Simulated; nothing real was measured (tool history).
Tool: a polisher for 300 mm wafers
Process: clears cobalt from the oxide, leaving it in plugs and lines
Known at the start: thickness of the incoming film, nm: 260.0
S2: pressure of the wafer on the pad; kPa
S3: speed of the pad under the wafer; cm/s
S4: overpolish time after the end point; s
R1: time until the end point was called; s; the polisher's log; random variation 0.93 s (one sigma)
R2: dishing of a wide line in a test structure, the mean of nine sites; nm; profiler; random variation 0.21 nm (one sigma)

run 1 day=0.000 | flow_of_slurry_(ml/min)=260 S2=9.0 S3=86 S4=12 | R1=81.286 R2=28.413
run 2 day=0.075 | flow_of_slurry_(ml/min)=255 S2=9.0 S3=86 S4=10 | R1=84.310 R2=24.766
run 3 day=0.112 | flow_of_slurry_(ml/min)=230 S2=9.0 S3=86 S4=10 | R1=81.728 R2=23.721
run 4 day=0.400 | flow_of_slurry_(ml/min)=210 S2=9.0 S3=86 S4=8 | R1=85.657 R2=20.145
run 5 day=0.625 | flow_of_slurry_(ml/min)=195 S2=9.0 S3=86 S4=7 | R1=83.262 R2=17.994
run 6 day=0.771 | flow_of_slurry_(ml/min)=185 S2=9.0 S3=86 S4=6 | R1=84.136 R2=16.295
run 7 day=0.821 | flow_of_slurry_(ml/min)=175 S2=9.0 S3=86 S4=5 | R1=85.869 R2=13.930
run 8 day=0.929 | flow_of_slurry_(ml/min)=170 S2=9.0 S3=86 S4=5 | R1=83.511 R2=13.402
run 9 day=1.246 | flow_of_slurry_(ml/min)=165 S2=9.0 S3=86 S4=5 | R1=86.471 R2=13.841
run 10 day=1.517 | flow_of_slurry_(ml/min)=235 S2=8.3 S3=86 S4=4 | R1=89.001 R2=10.630
run 11 day=1.742 | flow_of_slurry_(ml/min)=220 S2=9.7 S3=86 S4=4 | R1=77.882 R2=11.995
run 12 day=1.962 | flow_of_slurry_(ml/min)=215 S2=9.0 S3=86 S4=5 | R1=84.152 R2=14.356
run 13 day=2.204 | flow_of_slurry_(ml/min)=255 S2=9.0 S3=88 S4=5 | R1=79.225 R2=14.393
run 14 day=2.258 | flow_of_slurry_(ml/min)=280 S2=9.0 S3=88 S4=5 | R1=79.436 R2=14.863
run 15 day=2.479 | flow_of_slurry_(ml/min)=245 S2=9.0 S3=88 S4=5 | R1=81.077 R2=14.751
run 16 day=2.825 | flow_of_slurry_(ml/min)=250 S2=9.7 S3=84 S4=5 | R1=77.050 R2=15.384
run 17 day=2.908 | flow_of_slurry_(ml/min)=245 S2=9.0 S3=88 S4=5 | R1=81.551 R2=14.620
run 18 day=3.033 | flow_of_slurry_(ml/min)=250 S2=9.7 S3=84 S4=5 | R1=77.873 R2=15.088

The next listed run, before its measurement:
run 19 day=3.112 | flow_of_slurry_(ml/min)=245 S2=9.0 S3=88 S4=5 | R1=? R2=?

{"run 19": {"R1": 81.139, "R2": 14.513}}
